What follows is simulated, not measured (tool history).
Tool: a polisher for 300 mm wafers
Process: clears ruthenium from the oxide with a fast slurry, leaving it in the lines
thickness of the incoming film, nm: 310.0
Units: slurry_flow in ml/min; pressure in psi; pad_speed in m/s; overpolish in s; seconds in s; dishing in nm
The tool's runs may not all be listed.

run	hour	slurry_flow	pressure	pad_speed	slurry_solids	overpolish	seconds	dishing
1	0	230	2.7	0.98	1	24	93.434	67.495
2	8.8	230	2.4	0.98	1	24	106.58	59.501
3	17	230	2.4	1.2	1	24	87.315	68.274
4	23.9	230	2.4	1.2	1	33	87.547	88.761
5	29	230	2.4	1.2	1	37	87.675	97.793
6	31.7	230	2.3	1.2	1	36	90.626	93.338
7	33	225	1.7	1.18	1	32	124.16	65.631
8	34.4	235	1.7	1.18	1	32	122.6	65.922
9	38.9	240	1.7	1.18	1	32	123.74	64.879

Run 10 comes next. What will it give?
10	47	240	1.8	1.18	1	32	?	?

{"run 10": {"seconds": 116.44, "dishing": 70.744}}
